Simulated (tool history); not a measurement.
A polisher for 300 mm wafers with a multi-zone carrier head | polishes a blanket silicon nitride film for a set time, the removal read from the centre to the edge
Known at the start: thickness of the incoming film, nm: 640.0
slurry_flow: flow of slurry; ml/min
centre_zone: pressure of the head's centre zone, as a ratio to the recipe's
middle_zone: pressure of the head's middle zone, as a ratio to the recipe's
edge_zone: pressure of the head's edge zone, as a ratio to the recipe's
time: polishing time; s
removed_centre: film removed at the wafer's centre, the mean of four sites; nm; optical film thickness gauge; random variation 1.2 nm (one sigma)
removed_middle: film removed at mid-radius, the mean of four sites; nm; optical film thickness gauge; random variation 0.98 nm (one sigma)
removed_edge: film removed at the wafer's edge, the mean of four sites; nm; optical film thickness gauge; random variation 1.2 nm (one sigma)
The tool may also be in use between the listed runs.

run    day  slurry_flow  centre_zone  middle_zone  edge_zone  time  removed_centre  removed_middle  removed_edge
  1  0.000          145         1.00         1.00       1.00    79          129.46          135.88        134.86
  2  0.312          125         1.00         1.00       1.00    79          121.42          127.36        130.88
  3  0.338          120         1.03         0.97       1.00    79          120.00          123.79        129.85
  4  0.467          120         1.03         1.05       1.00    79          122.27          131.71        130.99
  5  0.646          150         1.03         1.05       1.00    79          133.61          142.80        136.18
  6  0.742          135         1.08         0.99       1.00    79          132.97          131.43        134.72

Forecast run 7:
  7  1.104          125         1.11         0.95       0.99    79               ?               ?             ?

removed_centre: 134.00 nm
removed_middle: 122.82 nm
removed_edge: 132.78 nm
